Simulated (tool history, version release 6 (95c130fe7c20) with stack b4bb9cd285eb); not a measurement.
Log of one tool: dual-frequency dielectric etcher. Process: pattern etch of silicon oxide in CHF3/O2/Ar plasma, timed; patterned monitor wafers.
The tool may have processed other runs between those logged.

run  hour  source power (kW)  bias power (kW)  etch time (s)  mean etch depth across the wafer (angstrom)
  1     0               0.59            0.229          429.5                                       9659.9
  2   7.8               0.59            0.267          429.5                                        10200
  3  16.7               0.69            0.267          429.5                                        11012
  4  20.7               0.63            0.253          429.5                                        10406
  5  23.3               0.58            0.242          429.5                                       9717.1
  6  29.9               0.52            0.242          429.5                                       9048.4

Run 7 comes next. What will it give?
  7  33.8                0.5             0.24          429.5                                            ?

{"run 7": {"mean etch depth across the wafer (angstrom)": 8736.8}}
